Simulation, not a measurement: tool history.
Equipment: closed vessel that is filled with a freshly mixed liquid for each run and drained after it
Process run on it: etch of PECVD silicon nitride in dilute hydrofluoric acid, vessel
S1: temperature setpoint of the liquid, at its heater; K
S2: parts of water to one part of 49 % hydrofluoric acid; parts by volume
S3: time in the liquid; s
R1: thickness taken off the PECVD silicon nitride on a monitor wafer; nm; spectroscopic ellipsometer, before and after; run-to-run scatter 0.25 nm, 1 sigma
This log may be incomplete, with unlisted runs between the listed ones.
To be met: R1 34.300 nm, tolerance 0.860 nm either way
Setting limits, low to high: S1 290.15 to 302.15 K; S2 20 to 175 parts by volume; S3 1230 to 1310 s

Run 1, day 0.000: S1 294.15 K, S2 95 parts by volume, S3 1230 s. Result: R1 26.092 nm.
Run 2, day 0.096: S1 294.15 K, S2 120 parts by volume, S3 1230 s. Result: R1 20.633 nm.
Run 3, day 0.271: S1 295.15 K, S2 120 parts by volume, S3 1230 s. Result: R1 22.391 nm.
Run 4, day 0.375: S1 291.65 K, S2 120 parts by volume, S3 1230 s. Result: R1 17.765 nm.
Run 5, day 0.583: S1 291.65 K, S2 140 parts by volume, S3 1230 s. Result: R1 15.249 nm.
Run 6, day 0.629: S1 293.15 K, S2 135 parts by volume, S3 1230 s. Result: R1 17.434 nm.
Run 7, day 0.767: S1 297.15 K, S2 115 parts by volume, S3 1230 s. Result: R1 26.406 nm.
Run 8, day 0.950: S1 297.15 K, S2 115 parts by volume, S3 1230 s. Result: R1 26.575 nm.
Run 9, day 1.275: S1 297.15 K, S2 115 parts by volume, S3 1230 s. Result: R1 26.205 nm.
Run 10, day 1.421: S1 297.65 K, S2 115 parts by volume, S3 1230 s. Result: R1 27.154 nm.
Run 11, day 1.783: S1 298.15 K, S2 115 parts by volume, S3 1230 s. Result: R1 27.735 nm.
At day 2.067: hydrofluoric acid flow meter replaced.
Run 12, day 2.067: S1 298.15 K, S2 115 parts by volume, S3 1230 s. Result: R1 31.076 nm.
Run 13, day 2.217: S1 298.65 K, S2 115 parts by volume, S3 1230 s. Result: R1 32.082 nm.

Below are 4 possible settings for the next run. Only one of them brings all results inside the allowed miss of their targets. Which is it?
Run A, day 2.367: S1 300.65 K, S2 140 parts by volume, S3 1265 s. Result: R1 ?.
Run B, day 2.367: S1 299.65 K, S2 115 parts by volume, S3 1235 s. Result: R1 ?.
Run C, day 2.367: S1 298.65 K, S2 120 parts by volume, S3 1270 s. Result: R1 ?.
Run D, day 2.367: S1 298.15 K, S2 125 parts by volume, S3 1230 s. Result: R1 ?.

move      R1
   A  31.237
   B  34.839
   C  32.202
   D  28.997
A: moves away from the targets compared with the last run
B: each result inside its tolerance
C: nearer than the last run, and not there yet
D: moves away from the targets compared with the last run
So the answer is move B, the one that meets all the targets.
